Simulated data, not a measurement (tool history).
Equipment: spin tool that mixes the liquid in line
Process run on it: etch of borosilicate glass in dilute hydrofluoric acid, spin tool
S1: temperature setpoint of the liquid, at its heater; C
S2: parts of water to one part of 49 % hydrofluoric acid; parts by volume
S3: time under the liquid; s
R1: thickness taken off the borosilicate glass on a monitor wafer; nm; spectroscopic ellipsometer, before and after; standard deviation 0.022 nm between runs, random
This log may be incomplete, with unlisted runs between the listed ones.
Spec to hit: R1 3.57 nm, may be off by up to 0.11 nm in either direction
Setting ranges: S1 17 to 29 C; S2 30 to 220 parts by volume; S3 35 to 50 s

run  hour    S1   S2  S3      R1
  1     0    21  125  50  8.5401
  2   1.2  20.5  135  50  7.6409
  3  10.2    20  145  50  6.9182
  4  11.1  22.5  145  50  7.5348
  5  18.6    22  155  50  6.8456
  6  20.8    22  195  50  5.2157
  7  23.7  21.5  200  50  5.0547
  8    28    21  200  50  4.9678
  9  33.2  20.5  200  50  4.8084
 10    37    20  200  50  4.6857
 11  39.5  19.5  200  50  4.6943
 12  40.8    19  200  50  4.5127
 13  42.6    18  210  50  4.1257

Which single option among these 5 for the next run brings every result within its allowed miss of target? Just one does.
  A  44.4  19.5  200  35   ?
  B  44.4    20  185  50   ?
  C  44.4    18  220  50   ?
  D  44.4    17  170  35   ?
  E  44.4    19  195  50   ?

move      R1
   A  3.2628
   B  5.2145
   C  3.9224
   D  3.5775
   E  4.7112
A: pushes the last run's worst result past its target
B: lands further from the targets than the last run did
C: an improvement on the last run, though not all results are within tolerance
D: every result lands within tolerance
E: lands further from the targets than the last run did
The move that meets every target is D.
